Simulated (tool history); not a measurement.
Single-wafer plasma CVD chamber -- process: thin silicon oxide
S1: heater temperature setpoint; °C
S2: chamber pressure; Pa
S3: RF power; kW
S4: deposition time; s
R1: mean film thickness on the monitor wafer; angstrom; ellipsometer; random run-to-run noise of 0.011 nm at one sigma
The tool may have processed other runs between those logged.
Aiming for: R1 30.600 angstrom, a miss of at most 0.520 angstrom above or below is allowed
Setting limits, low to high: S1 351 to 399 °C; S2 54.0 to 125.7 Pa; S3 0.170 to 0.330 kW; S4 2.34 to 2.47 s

Run 1, hour 0.0: S1 375 °C, S2 89.9 Pa, S3 0.250 kW, S4 2.47 s. Result: R1 36.668 angstrom.
Run 2, hour 3.5: S1 375 °C, S2 88.1 Pa, S3 0.250 kW, S4 2.47 s. Result: R1 36.057 angstrom.
Run 3, hour 10.1: S1 375 °C, S2 86.5 Pa, S3 0.250 kW, S4 2.47 s. Result: R1 35.325 angstrom.
Run 4, hour 16.9: S1 382 °C, S2 86.5 Pa, S3 0.250 kW, S4 2.47 s. Result: R1 35.244 angstrom.
At hour 20.3: capacitance manometer re-zeroed and calibrated.
Run 5, hour 20.3: S1 376 °C, S2 86.5 Pa, S3 0.250 kW, S4 2.47 s. Result: R1 33.562 angstrom.
Run 6, hour 23.0: S1 375 °C, S2 86.1 Pa, S3 0.250 kW, S4 2.47 s. Result: R1 33.707 angstrom.
Run 7, hour 23.6: S1 373 °C, S2 85.9 Pa, S3 0.250 kW, S4 2.47 s. Result: R1 33.369 angstrom.
Run 8, hour 27.8: S1 371 °C, S2 85.7 Pa, S3 0.250 kW, S4 2.47 s. Result: R1 33.462 angstrom.
Run 9, hour 28.6: S1 370 °C, S2 85.5 Pa, S3 0.250 kW, S4 2.47 s. Result: R1 33.170 angstrom.
Run 10, hour 31.9: S1 370 °C, S2 85.5 Pa, S3 0.250 kW, S4 2.47 s. Result: R1 33.467 angstrom.
Run 11, hour 34.0: S1 369 °C, S2 84.9 Pa, S3 0.250 kW, S4 2.47 s. Result: R1 33.088 angstrom.
Run 12, hour 41.2: S1 368 °C, S2 84.5 Pa, S3 0.250 kW, S4 2.47 s. Result: R1 33.141 angstrom.
Run 13, hour 46.1: S1 368 °C, S2 83.9 Pa, S3 0.250 kW, S4 2.47 s. Result: R1 32.940 angstrom.
Run 14, hour 50.4: S1 368 °C, S2 83.9 Pa, S3 0.250 kW, S4 2.47 s. Result: R1 32.965 angstrom.

Next run, 4 choices. One meets every target within its allowed miss, the rest don't. Which?
Run A, hour 54.7: S1 379 °C, S2 84.7 Pa, S3 0.260 kW, S4 2.34 s. Result: R1 ?.
Run B, hour 54.7: S1 359 °C, S2 87.9 Pa, S3 0.215 kW, S4 2.47 s. Result: R1 ?.
Run C, hour 54.7: S1 354 °C, S2 81.6 Pa, S3 0.250 kW, S4 2.34 s. Result: R1 ?.
Run D, hour 54.7: S1 370 °C, S2 80.1 Pa, S3 0.250 kW, S4 2.47 s. Result: R1 ?.

move      R1
   A  32.083
   B  32.072
   C  31.024
   D  31.978
A: moves toward the targets from the last run without getting all of them in spec
B: moves toward the targets from the last run without getting all of them in spec
C: all results land within tolerance of their targets
D: moves toward the targets from the last run without getting all of them in spec
Move C is the one to make.
